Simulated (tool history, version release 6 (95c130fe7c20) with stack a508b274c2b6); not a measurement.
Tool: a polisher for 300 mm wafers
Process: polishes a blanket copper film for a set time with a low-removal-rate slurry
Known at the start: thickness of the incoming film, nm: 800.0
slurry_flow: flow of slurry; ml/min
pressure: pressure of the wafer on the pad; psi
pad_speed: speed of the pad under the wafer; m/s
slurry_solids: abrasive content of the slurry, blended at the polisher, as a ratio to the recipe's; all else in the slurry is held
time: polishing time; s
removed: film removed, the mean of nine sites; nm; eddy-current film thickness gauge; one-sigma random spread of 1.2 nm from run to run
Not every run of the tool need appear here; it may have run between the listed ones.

Run 1, hour 0: slurry_flow 175 ml/min, pressure 2.3 psi, pad_speed 1.32 m/s, slurry_solids 1, time 36 s. Result: removed 81.728 nm.
Run 2, hour 2.7: slurry_flow 175 ml/min, pressure 2.4 psi, pad_speed 1.32 m/s, slurry_solids 1, time 36 s. Result: removed 83.324 nm.
Run 3, hour 5.8: slurry_flow 175 ml/min, pressure 2.1 psi, pad_speed 1.32 m/s, slurry_solids 1, time 36 s. Result: removed 73.631 nm.
Run 4, hour 7.4: slurry_flow 175 ml/min, pressure 2.1 psi, pad_speed 1.32 m/s, slurry_solids 1, time 32 s. Result: removed 65.959 nm.
Run 5, hour 12.5: slurry_flow 175 ml/min, pressure 2.1 psi, pad_speed 1.32 m/s, slurry_solids 1, time 32 s. Result: removed 65.793 nm.
Run 6, hour 16.9: slurry_flow 175 ml/min, pressure 2.3 psi, pad_speed 1.32 m/s, slurry_solids 1, time 32 s. Result: removed 71.917 nm.
Run 7, hour 19.9: slurry_flow 175 ml/min, pressure 2.3 psi, pad_speed 1.32 m/s, slurry_solids 1, time 32 s. Result: removed 73.357 nm.
Run 8, hour 28.9: slurry_flow 175 ml/min, pressure 2.4 psi, pad_speed 1.32 m/s, slurry_solids 1, time 32 s. Result: removed 74.655 nm.
At hour 32.6: worn pad replaced by a new one.
Run 9, hour 32.6: slurry_flow 175 ml/min, pressure 2.6 psi, pad_speed 1.32 m/s, slurry_solids 1, time 32 s. Result: removed 90.007 nm.
Run 10, hour 40.3: slurry_flow 175 ml/min, pressure 2.7 psi, pad_speed 1.32 m/s, slurry_solids 1, time 32 s. Result: removed 94.703 nm.
Run 11, hour 44.3: slurry_flow 175 ml/min, pressure 2.8 psi, pad_speed 1.32 m/s, slurry_solids 1, time 32 s. Result: removed 97.209 nm.

Run 12, settings as shown, results not yet in. Your forecast:
Run 12, hour 45.3: slurry_flow 175 ml/min, pressure 2.9 psi, pad_speed 1.32 m/s, slurry_solids 1, time 32 s. Result: removed ?.

Run 12 yielded removed 100.66 nm.
